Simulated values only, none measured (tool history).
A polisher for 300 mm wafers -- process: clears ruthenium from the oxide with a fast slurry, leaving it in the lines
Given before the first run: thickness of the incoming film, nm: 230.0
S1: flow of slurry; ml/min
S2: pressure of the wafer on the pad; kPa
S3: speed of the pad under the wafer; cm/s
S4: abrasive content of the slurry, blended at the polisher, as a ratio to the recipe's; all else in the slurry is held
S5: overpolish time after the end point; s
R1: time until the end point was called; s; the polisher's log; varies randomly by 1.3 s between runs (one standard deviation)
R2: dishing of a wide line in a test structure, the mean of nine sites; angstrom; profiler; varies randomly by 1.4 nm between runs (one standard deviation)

run  hour   S1    S2   S3  S4  S5      R1      R2
  1     0  300  11.7  106   1  24  104.99  412.71
  2   5.1  350  11.7  106   1  24  107.13  422.06
  3     8  350  10.3  106   1  24  118.58  383.61
  4  11.6  420  10.3  106   1  24  118.43   395.6
  5  19.7  420    11  106   1  25  112.67  419.15
  6  22.1  420  13.1  106   1  25  96.168  488.42

Predict the results of run 7:
  7  25.6  420  13.1  106   1  26   ?   ?

{"run 7": {"R1": 91.449, "R2": 509.94}}
